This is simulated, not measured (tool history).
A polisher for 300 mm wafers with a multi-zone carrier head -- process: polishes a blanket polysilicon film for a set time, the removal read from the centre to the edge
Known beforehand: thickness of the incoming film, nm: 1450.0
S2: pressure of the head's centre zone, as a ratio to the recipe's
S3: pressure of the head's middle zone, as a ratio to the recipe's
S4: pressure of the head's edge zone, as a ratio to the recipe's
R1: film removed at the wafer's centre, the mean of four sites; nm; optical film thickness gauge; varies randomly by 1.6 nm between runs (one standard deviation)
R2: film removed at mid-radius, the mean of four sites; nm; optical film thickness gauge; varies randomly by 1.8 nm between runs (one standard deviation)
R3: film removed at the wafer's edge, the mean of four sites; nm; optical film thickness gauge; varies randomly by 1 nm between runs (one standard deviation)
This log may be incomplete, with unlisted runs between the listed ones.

{"run": 1, "day": 0.0, "flow of slurry (ml/min)": 265, "S2": 1, "S3": 1, "S4": 1, "polishing time (s)": 39, "R1": 233.52, "R2": 248.6, "R3": 258.26}
{"run": 2, "day": 0.162, "flow of slurry (ml/min)": 310, "S2": 1, "S3": 1, "S4": 1, "polishing time (s)": 39, "R1": 232.24, "R2": 257.11, "R3": 262.9}
{"run": 3, "day": 0.296, "flow of slurry (ml/min)": 295, "S2": 1.01, "S3": 0.98, "S4": 0.98, "polishing time (s)": 36, "R1": 215.58, "R2": 227.48, "R3": 237.01}
{"run": 4, "day": 0.625, "flow of slurry (ml/min)": 295, "S2": 1.01, "S3": 1.04, "S4": 0.98, "polishing time (s)": 36, "R1": 222.04, "R2": 246.03, "R3": 236.63}
{"run": 5, "day": 0.742, "flow of slurry (ml/min)": 295, "S2": 1.1, "S3": 1.04, "S4": 0.98, "polishing time (s)": 36, "R1": 235.83, "R2": 246.66, "R3": 235.71}
{"run": 6, "day": 0.917, "flow of slurry (ml/min)": 295, "S2": 1.14, "S3": 1.04, "S4": 0.98, "polishing time (s)": 36, "R1": 249.13, "R2": 239.48, "R3": 237.13}
{"run": 7, "day": 0.996, "flow of slurry (ml/min)": 290, "S2": 1.13, "S3": 1.02, "S4": 0.96, "polishing time (s)": 34, "R1": 230.74, "R2": 229.3, "R3": 224.05}
{"day": 1.321, "done": "centre zone pressure recalibrated"}
{"run": 8, "day": 1.321, "flow of slurry (ml/min)": 275, "S2": 1.14, "S3": 0.99, "S4": 0.94, "polishing time (s)": 32, "R1": 228.57, "R2": 207.49, "R3": 207.04}
{"run": 9, "day": 1.392, "flow of slurry (ml/min)": 270, "S2": 1.12, "S3": 0.97, "S4": 0.93, "polishing time (s)": 30, "R1": 217.66, "R2": 190.48, "R3": 196.14}
{"run": 10, "day": 1.758, "flow of slurry (ml/min)": 265, "S2": 1.1, "S3": 0.96, "S4": 0.92, "polishing time (s)": 28, "R1": 198.53, "R2": 174.04, "R3": 178.57}
{"run": 11, "day": 2.112, "flow of slurry (ml/min)": 260, "S2": 1.07, "S3": 0.94, "S4": 0.91, "polishing time (s)": 27, "R1": 185.54, "R2": 159.13, "R3": 171.3}
{"run": 12, "day": 2.3, "flow of slurry (ml/min)": 255, "S2": 1.05, "S3": 0.93, "S4": 0.9, "polishing time (s)": 27, "R1": 182.5, "R2": 162.43, "R3": 171.43}

Expected results for the next run?
{"run": 13, "day": 2.417, "flow of slurry (ml/min)": 250, "S2": 1.04, "S3": 0.92, "S4": 0.89, "polishing time (s)": 26, "R1": "?", "R2": "?", "R3": "?"}

R1: 173.85 nm
R2: 158.15 nm
R3: 163.84 nm
